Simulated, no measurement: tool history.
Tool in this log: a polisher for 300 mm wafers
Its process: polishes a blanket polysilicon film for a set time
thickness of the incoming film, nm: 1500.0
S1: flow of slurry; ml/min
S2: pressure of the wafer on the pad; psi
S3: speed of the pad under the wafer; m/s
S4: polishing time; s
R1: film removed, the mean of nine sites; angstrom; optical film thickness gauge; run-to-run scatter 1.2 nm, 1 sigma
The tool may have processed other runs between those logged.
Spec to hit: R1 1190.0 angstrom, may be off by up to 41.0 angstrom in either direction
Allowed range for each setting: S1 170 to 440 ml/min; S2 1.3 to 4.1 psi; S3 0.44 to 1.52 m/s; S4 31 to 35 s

run,hour,S1,S2,S3,S4,R1
1,0.0,280,2.7,0.98,35,2303.0
2,3.1,220,2.7,0.98,35,2227.5
3,5.5,220,2.3,0.96,35,1884.9
4,11.7,220,2.0,0.94,35,1649.2
5,14.3,220,1.8,0.92,35,1473.3
6,20.0,220,1.7,0.92,35,1394.5
7,21.6,220,1.6,0.92,35,1347.6
8,26.8,220,1.5,0.92,35,1277.7

Pick the move, out of 4, that brings all results within their allowed miss; only one does.
A,32.0,250,1.4,1.04,35,?
B,32.0,220,1.6,0.86,35,?
C,32.0,240,1.5,1.04,31,?
D,32.0,190,1.7,0.90,31,?

move,R1
A,1384.5
B,1265.0
C,1291.3
D,1204.7
A: further off than the last run
B: closer than the last run, but not yet in spec
C: further off than the last run
D: in spec on every target
The move that meets every target is D.

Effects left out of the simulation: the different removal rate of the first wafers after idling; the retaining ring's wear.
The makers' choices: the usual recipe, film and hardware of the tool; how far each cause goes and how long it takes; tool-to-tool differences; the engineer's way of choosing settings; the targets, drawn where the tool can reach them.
